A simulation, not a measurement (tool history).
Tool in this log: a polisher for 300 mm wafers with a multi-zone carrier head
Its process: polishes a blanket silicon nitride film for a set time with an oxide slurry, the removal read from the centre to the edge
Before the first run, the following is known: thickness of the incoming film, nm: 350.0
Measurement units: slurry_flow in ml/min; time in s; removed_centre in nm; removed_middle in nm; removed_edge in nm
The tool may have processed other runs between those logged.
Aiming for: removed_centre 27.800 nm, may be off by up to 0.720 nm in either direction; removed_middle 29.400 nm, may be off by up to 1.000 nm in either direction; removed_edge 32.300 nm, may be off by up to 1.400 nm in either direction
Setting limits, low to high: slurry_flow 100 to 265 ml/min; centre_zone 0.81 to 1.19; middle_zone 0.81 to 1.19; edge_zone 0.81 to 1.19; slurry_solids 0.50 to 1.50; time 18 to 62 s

{"run": 1, "hour": 0.0, "slurry_flow": 170, "centre_zone": 1.0, "middle_zone": 1.0, "edge_zone": 1.0, "slurry_solids": 1.0, "time": 40, "removed_centre": 45.986, "removed_middle": 39.741, "removed_edge": 42.748}
{"run": 2, "hour": 3.9, "slurry_flow": 170, "centre_zone": 1.0, "middle_zone": 1.0, "edge_zone": 1.0, "slurry_solids": 0.85, "time": 40, "removed_centre": 43.254, "removed_middle": 38.137, "removed_edge": 40.061}
{"run": 3, "hour": 8.4, "slurry_flow": 170, "centre_zone": 1.05, "middle_zone": 1.0, "edge_zone": 1.0, "slurry_solids": 0.85, "time": 40, "removed_centre": 45.337, "removed_middle": 38.43, "removed_edge": 39.36}
{"run": 4, "hour": 9.7, "slurry_flow": 160, "centre_zone": 1.0, "middle_zone": 1.0, "edge_zone": 1.0, "slurry_solids": 0.75, "time": 40, "removed_centre": 41.604, "removed_middle": 36.486, "removed_edge": 37.859}
{"run": 5, "hour": 17.5, "slurry_flow": 160, "centre_zone": 1.0, "middle_zone": 1.0, "edge_zone": 1.0, "slurry_solids": 0.75, "time": 49, "removed_centre": 50.309, "removed_middle": 44.95, "removed_edge": 47.042}
{"run": 6, "hour": 20.8, "slurry_flow": 150, "centre_zone": 0.96, "middle_zone": 1.0, "edge_zone": 1.01, "slurry_solids": 0.7, "time": 46, "removed_centre": 43.332, "removed_middle": 40.017, "removed_edge": 41.663}
{"run": 7, "hour": 24.1, "slurry_flow": 140, "centre_zone": 0.93, "middle_zone": 1.0, "edge_zone": 1.04, "slurry_solids": 0.65, "time": 45, "removed_centre": 39.521, "removed_middle": 36.963, "removed_edge": 40.153}
{"run": 8, "hour": 26.5, "slurry_flow": 135, "centre_zone": 0.9, "middle_zone": 1.01, "edge_zone": 1.05, "slurry_solids": 0.6, "time": 44, "removed_centre": 36.153, "removed_middle": 35.008, "removed_edge": 37.371}
{"run": 9, "hour": 32.5, "slurry_flow": 130, "centre_zone": 0.88, "middle_zone": 1.02, "edge_zone": 1.07, "slurry_solids": 0.6, "time": 43, "removed_centre": 33.732, "removed_middle": 34.038, "removed_edge": 37.526}
{"run": 10, "hour": 36.5, "slurry_flow": 110, "centre_zone": 0.81, "middle_zone": 0.98, "edge_zone": 0.99, "slurry_solids": 0.5, "time": 40, "removed_centre": 26.071, "removed_middle": 27.532, "removed_edge": 29.979}
{"hour": 40.6, "done": "centre zone pressure recalibrated"}
{"run": 11, "hour": 40.6, "slurry_flow": 120, "centre_zone": 0.81, "middle_zone": 0.98, "edge_zone": 1.0, "slurry_solids": 0.5, "time": 40, "removed_centre": 24.444, "removed_middle": 28.582, "removed_edge": 30.203}
{"run": 12, "hour": 42.7, "slurry_flow": 120, "centre_zone": 0.82, "middle_zone": 0.99, "edge_zone": 1.01, "slurry_solids": 0.5, "time": 40, "removed_centre": 24.406, "removed_middle": 28.722, "removed_edge": 30.674}
{"run": 13, "hour": 50.2, "slurry_flow": 120, "centre_zone": 0.83, "middle_zone": 1.0, "edge_zone": 1.02, "slurry_solids": 0.5, "time": 40, "removed_centre": 24.489, "removed_middle": 29.49, "removed_edge": 30.981}
{"run": 14, "hour": 54.5, "slurry_flow": 120, "centre_zone": 0.85, "middle_zone": 1.0, "edge_zone": 1.03, "slurry_solids": 0.5, "time": 40, "removed_centre": 25.255, "removed_middle": 29.025, "removed_edge": 30.782}
{"run": 15, "hour": 62.6, "slurry_flow": 120, "centre_zone": 0.85, "middle_zone": 1.0, "edge_zone": 1.03, "slurry_solids": 0.5, "time": 40, "removed_centre": 25.428, "removed_middle": 28.868, "removed_edge": 31.511}
{"run": 16, "hour": 67.8, "slurry_flow": 125, "centre_zone": 0.87, "middle_zone": 1.0, "edge_zone": 1.03, "slurry_solids": 0.5, "time": 40, "removed_centre": 25.985, "removed_middle": 29.552, "removed_edge": 31.861}
{"run": 17, "hour": 72.7, "slurry_flow": 125, "centre_zone": 0.88, "middle_zone": 1.0, "edge_zone": 1.03, "slurry_solids": 0.5, "time": 40, "removed_centre": 26.412, "removed_middle": 29.325, "removed_edge": 31.616}
{"run": 18, "hour": 76.6, "slurry_flow": 125, "centre_zone": 0.89, "middle_zone": 1.0, "edge_zone": 1.03, "slurry_solids": 0.5, "time": 40, "removed_centre": 26.457, "removed_middle": 29.287, "removed_edge": 31.687}
{"run": 19, "hour": 84.1, "slurry_flow": 125, "centre_zone": 0.9, "middle_zone": 1.0, "edge_zone": 1.03, "slurry_solids": 0.5, "time": 40, "removed_centre": 27.12, "removed_middle": 29.389, "removed_edge": 30.736}

Exercise: of the 4 proposed moves below, exactly one satisfies all targets within the stated allowed misses. Which move is it?
{"run": "A", "hour": 91.6, "slurry_flow": 100, "centre_zone": 1.02, "middle_zone": 1.06, "edge_zone": 0.97, "slurry_solids": 0.5, "time": 39, "removed_centre": "?", "removed_middle": "?", "removed_edge": "?"}
{"run": "B", "hour": 91.6, "slurry_flow": 195, "centre_zone": 0.94, "middle_zone": 1.0, "edge_zone": 0.94, "slurry_solids": 0.5, "time": 37, "removed_centre": "?", "removed_middle": "?", "removed_edge": "?"}
{"run": "C", "hour": 91.6, "slurry_flow": 100, "centre_zone": 0.97, "middle_zone": 1.05, "edge_zone": 1.14, "slurry_solids": 0.55, "time": 40, "removed_centre": "?", "removed_middle": "?", "removed_edge": "?"}
{"run": "D", "hour": 91.6, "slurry_flow": 170, "centre_zone": 0.97, "middle_zone": 1.12, "edge_zone": 0.96, "slurry_solids": 0.6, "time": 32, "removed_centre": "?", "removed_middle": "?", "removed_edge": "?"}

move=A removed_centre=27.249 removed_middle=27.649 removed_edge=27.717
move=B removed_centre=28.780 removed_middle=29.356 removed_edge=29.055
move=C removed_centre=27.648 removed_middle=29.155 removed_edge=31.887
move=D removed_centre=26.749 removed_middle=29.242 removed_edge=26.666
A: misses by more than the last run did
B: misses by more than the last run did
C: in spec on every target
D: misses by more than the last run did
So the answer is move C, the one that meets all the targets.
